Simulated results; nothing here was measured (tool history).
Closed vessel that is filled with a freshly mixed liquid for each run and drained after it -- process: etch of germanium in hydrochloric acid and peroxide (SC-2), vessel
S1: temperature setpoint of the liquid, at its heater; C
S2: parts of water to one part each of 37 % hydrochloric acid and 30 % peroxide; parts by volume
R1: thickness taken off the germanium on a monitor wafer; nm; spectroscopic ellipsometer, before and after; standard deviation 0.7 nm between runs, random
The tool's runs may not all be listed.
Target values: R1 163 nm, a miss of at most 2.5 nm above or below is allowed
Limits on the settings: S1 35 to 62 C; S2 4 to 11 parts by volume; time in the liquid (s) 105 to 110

run 1 hour=0 | S1=46 S2=6 time_in_the_liquid_(s)=105 | R1=213.23
run 2 hour=7.9 | S1=50 S2=6 time_in_the_liquid_(s)=105 | R1=241.03
run 3 hour=9.4 | S1=50 S2=6 time_in_the_liquid_(s)=110 | R1=254.76
run 4 hour=16.3 | S1=47.5 S2=6 time_in_the_liquid_(s)=110 | R1=235.5
run 5 hour=25.1 | S1=47.5 S2=7.5 time_in_the_liquid_(s)=110 | R1=229.53
run 6 hour=25.7 | S1=47.5 S2=7.5 time_in_the_liquid_(s)=110 | R1=232.77
run 7 hour=28 | S1=45.5 S2=7.5 time_in_the_liquid_(s)=110 | R1=216.45
run 8 hour=32.9 | S1=44 S2=7.5 time_in_the_liquid_(s)=110 | R1=206.16
run 9 hour=40.3 | S1=42.5 S2=7.5 time_in_the_liquid_(s)=110 | R1=196.37
run 10 hour=45 | S1=35.5 S2=7.5 time_in_the_liquid_(s)=110 | R1=153.95
run 11 hour=47.6 | S1=36 S2=7.5 time_in_the_liquid_(s)=110 | R1=157.5
run 12 hour=54.6 | S1=36.5 S2=7.5 time_in_the_liquid_(s)=110 | R1=159.11

Below are 4 possible settings for the next run. Only one of them brings all results inside the allowed miss of their targets. Which is it?
run A hour=61.6 | S1=35.5 S2=6.5 time_in_the_liquid_(s)=110 | R1=?
run B hour=61.6 | S1=37 S2=7.5 time_in_the_liquid_(s)=105 | R1=?
run C hour=61.6 | S1=37 S2=8 time_in_the_liquid_(s)=110 | R1=?
run D hour=61.6 | S1=35.5 S2=8 time_in_the_liquid_(s)=110 | R1=?

move=A R1=155.65
move=B R1=155.61
move=C R1=162.46
move=D R1=154.18
A: moves away from the targets compared with the last run
B: moves away from the targets compared with the last run
C: all results land within tolerance of their targets
D: moves away from the targets compared with the last run
Answer: C
